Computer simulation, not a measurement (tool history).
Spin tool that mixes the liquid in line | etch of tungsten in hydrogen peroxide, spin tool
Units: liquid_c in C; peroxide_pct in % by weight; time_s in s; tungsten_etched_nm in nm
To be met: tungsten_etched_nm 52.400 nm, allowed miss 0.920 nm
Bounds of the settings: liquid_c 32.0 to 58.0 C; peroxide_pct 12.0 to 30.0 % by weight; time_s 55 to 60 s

Run 1, day 0.000: liquid_c 42.0 C, peroxide_pct 21.0 % by weight, time_s 55 s. Result: tungsten_etched_nm 48.446 nm.
Run 2, day 0.083: liquid_c 35.5 C, peroxide_pct 21.0 % by weight, time_s 55 s. Result: tungsten_etched_nm 31.281 nm.
Run 3, day 0.138: liquid_c 37.5 C, peroxide_pct 21.0 % by weight, time_s 55 s. Result: tungsten_etched_nm 35.733 nm.
Run 4, day 0.425: liquid_c 37.5 C, peroxide_pct 21.0 % by weight, time_s 60 s. Result: tungsten_etched_nm 39.377 nm.
Run 5, day 0.658: liquid_c 38.5 C, peroxide_pct 21.0 % by weight, time_s 60 s. Result: tungsten_etched_nm 42.104 nm.
Run 6, day 0.696: liquid_c 39.5 C, peroxide_pct 21.0 % by weight, time_s 60 s. Result: tungsten_etched_nm 45.300 nm.
Run 7, day 0.967: liquid_c 40.0 C, peroxide_pct 21.0 % by weight, time_s 60 s. Result: tungsten_etched_nm 46.352 nm.
Run 8, day 1.100: liquid_c 42.5 C, peroxide_pct 21.0 % by weight, time_s 60 s. Result: tungsten_etched_nm 55.221 nm.
At day 1.429: heated supply line repaired.
Run 9, day 1.429: liquid_c 41.5 C, peroxide_pct 21.0 % by weight, time_s 60 s. Result: tungsten_etched_nm 59.679 nm.

Which of these 5 next moves meets every target?
Run A, day 1.758: liquid_c 41.5 C, peroxide_pct 17.5 % by weight, time_s 55 s. Result: tungsten_etched_nm ?.
Run B, day 1.758: liquid_c 38.0 C, peroxide_pct 25.0 % by weight, time_s 60 s. Result: tungsten_etched_nm ?.
Run C, day 1.758: liquid_c 41.5 C, peroxide_pct 22.0 % by weight, time_s 55 s. Result: tungsten_etched_nm ?.
Run D, day 1.758: liquid_c 42.5 C, peroxide_pct 22.5 % by weight, time_s 60 s. Result: tungsten_etched_nm ?.
Run E, day 1.758: liquid_c 43.0 C, peroxide_pct 20.5 % by weight, time_s 60 s. Result: tungsten_etched_nm ?.

move  tungsten_etched_nm
   A              50.203
   B              52.104
   C              56.288
   D              66.221
   E              65.263
A: takes the result that was furthest off past its target
B: meets every target
C: nearer than the last run, and not there yet
D: further off than the last run
E: further off than the last run
Answer: B

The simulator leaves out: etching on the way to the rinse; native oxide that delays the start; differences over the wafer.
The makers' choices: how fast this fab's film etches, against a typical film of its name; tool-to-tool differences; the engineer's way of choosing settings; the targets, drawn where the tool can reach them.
